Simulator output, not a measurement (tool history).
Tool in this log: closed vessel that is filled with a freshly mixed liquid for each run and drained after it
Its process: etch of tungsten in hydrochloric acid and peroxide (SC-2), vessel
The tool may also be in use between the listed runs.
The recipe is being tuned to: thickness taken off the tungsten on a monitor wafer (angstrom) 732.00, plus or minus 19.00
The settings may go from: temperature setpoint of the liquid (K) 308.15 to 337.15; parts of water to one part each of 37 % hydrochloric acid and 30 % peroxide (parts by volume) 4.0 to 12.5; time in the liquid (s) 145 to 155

run,day,temperature setpoint of the liquid (K),parts of water to one part each of 37 % hydrochloric acid and 30 % peroxide (parts by volume),time in the liquid (s),thickness taken off the tungsten on a monitor wafer (angstrom)
1,0.000,321.15,7.0,145,240.00
2,0.379,321.15,5.5,145,289.17
3,0.638,315.65,5.5,145,195.90
4,1.025,315.65,4.0,145,243.06
5,1.083,315.65,4.0,155,262.20
6,1.321,315.65,4.0,145,246.01
7,1.408,318.65,4.0,145,302.10
8,1.588,320.65,4.0,145,344.94
9,1.750,322.65,4.0,145,394.62
10,1.825,330.65,4.0,145,662.42
11,2.033,331.15,4.0,145,688.42
12,2.246,331.15,4.0,145,685.32
13,2.512,331.65,4.0,145,706.51

Exercise: of the 5 proposed moves below, exactly one satisfies all targets within the stated allowed misses. Which move is it?
A,2.779,332.15,4.0,155,?
B,2.779,332.15,4.5,145,?
C,2.779,332.65,4.5,145,?
D,2.779,331.15,4.0,155,?
E,2.779,333.15,5.0,145,?

move,thickness taken off the tungsten on a monitor wafer (angstrom)
A,786.70
B,679.33
C,701.08
D,738.44
E,671.78
A: the result that was furthest off in the last run now lies on the other side of its target
B: its largest miss is bigger than the last run's
C: its largest miss is bigger than the last run's
D: hits every target within its allowed miss
E: its largest miss is bigger than the last run's
So the answer is move D, the one that meets all the targets.
